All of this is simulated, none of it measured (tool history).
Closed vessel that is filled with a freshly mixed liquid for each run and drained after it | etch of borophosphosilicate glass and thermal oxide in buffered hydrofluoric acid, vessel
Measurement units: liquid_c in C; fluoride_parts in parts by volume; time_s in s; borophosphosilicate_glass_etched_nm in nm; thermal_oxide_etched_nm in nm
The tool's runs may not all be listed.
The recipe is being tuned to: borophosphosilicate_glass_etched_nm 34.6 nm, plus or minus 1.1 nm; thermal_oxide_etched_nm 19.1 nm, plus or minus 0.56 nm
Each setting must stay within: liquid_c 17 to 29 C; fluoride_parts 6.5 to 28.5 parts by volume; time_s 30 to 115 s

run,hour,liquid_c,fluoride_parts,time_s,borophosphosilicate_glass_etched_nm,thermal_oxide_etched_nm
1,0,21,17.5,60,62.228,34.267
2,8.1,19.5,17.5,60,57.559,31.965
3,13.6,19.5,17.5,85,82.171,45.158
4,16.9,22,17.5,85,93.955,50.88
5,20.9,21,20,85,78.39,43.1
6,22.6,24.5,20,85,93.874,52.087
7,24,22.5,22,80,73.887,41.401
8,30,21,23.5,75,60.427,34.057
9,37,20,24.5,70,51.826,29.191
10,40.6,17,28.5,65,37.939,20.452

4 candidate next runs follow, results not yet known. Just one meets every target within its allowed miss. Identify it.
A,44.2,17,28.5,60,?,?
B,44.2,17,27.5,65,?,?
C,44.2,17.5,26,60,?,?
D,44.2,18,28.5,60,?,?

move,borophosphosilicate_glass_etched_nm,thermal_oxide_etched_nm
A,33.862,19.086
B,37.606,21.195
C,37.118,20.923
D,35.813,20.198
A: all results in spec
B: lands further from the targets than the last run did
C: lands further from the targets than the last run did
D: closer than the last run, but not yet in spec
Answer: A
